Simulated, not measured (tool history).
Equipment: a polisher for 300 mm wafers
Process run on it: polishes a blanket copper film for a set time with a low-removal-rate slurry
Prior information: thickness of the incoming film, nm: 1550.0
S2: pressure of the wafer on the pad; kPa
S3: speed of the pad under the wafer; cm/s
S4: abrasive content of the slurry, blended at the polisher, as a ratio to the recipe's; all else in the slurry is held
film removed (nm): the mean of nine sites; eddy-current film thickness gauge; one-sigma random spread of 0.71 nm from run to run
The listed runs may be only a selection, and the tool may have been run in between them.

{"run": 1, "hour": 0.0, "flow of slurry (ml/min)": 315, "S2": 16.5, "S3": 116, "S4": 1.0, "polishing time (s)": 65, "film removed (nm)": 185.98}
{"run": 2, "hour": 5.6, "flow of slurry (ml/min)": 310, "S2": 13.8, "S3": 114, "S4": 1.0, "polishing time (s)": 65, "film removed (nm)": 149.82}
{"run": 3, "hour": 14.7, "flow of slurry (ml/min)": 305, "S2": 11.7, "S3": 114, "S4": 1.0, "polishing time (s)": 65, "film removed (nm)": 129.43}
{"run": 4, "hour": 15.8, "flow of slurry (ml/min)": 305, "S2": 14.5, "S3": 114, "S4": 1.0, "polishing time (s)": 65, "film removed (nm)": 159.48}
{"run": 5, "hour": 16.4, "flow of slurry (ml/min)": 305, "S2": 14.5, "S3": 128, "S4": 1.0, "polishing time (s)": 65, "film removed (nm)": 175.08}
{"run": 6, "hour": 20.7, "flow of slurry (ml/min)": 305, "S2": 14.5, "S3": 128, "S4": 1.0, "polishing time (s)": 59, "film removed (nm)": 160.84}

Run 7 comes next. What will it give?
{"run": 7, "hour": 27.6, "flow of slurry (ml/min)": 300, "S2": 12.4, "S3": 128, "S4": 1.0, "polishing time (s)": 59, "film removed (nm)": "?"}

Run 7 yielded film removed (nm) 136.86.
